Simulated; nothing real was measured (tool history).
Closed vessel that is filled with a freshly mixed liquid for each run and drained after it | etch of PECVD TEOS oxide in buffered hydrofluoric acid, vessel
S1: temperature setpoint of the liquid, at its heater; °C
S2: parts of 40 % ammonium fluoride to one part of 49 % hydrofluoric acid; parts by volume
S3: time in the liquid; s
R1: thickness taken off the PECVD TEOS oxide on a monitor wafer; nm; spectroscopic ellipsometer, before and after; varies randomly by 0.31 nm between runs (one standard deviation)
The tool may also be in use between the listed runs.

| run | hour | S1 | S2 | S3 | R1 |
|---|---|---|---|---|---|
| 1 | 0 | 25 | 12 | 30 | 52.432 |
| 2 | 4.8 | 27.5 | 12 | 30 | 59.657 |
| 3 | 8.5 | 30 | 12 | 30 | 68.278 |
| 4 | 11.8 | 27 | 12 | 30 | 58.269 |
| 5 | 13.8 | 27 | 15 | 30 | 46.308 |
| 6 | 17.5 | 26.5 | 15 | 30 | 44.673 |

Run 7 comes next. What will it give?
| 7 | 18.6 | 26 | 15 | 30 | ? |

R1: 43.921 nm
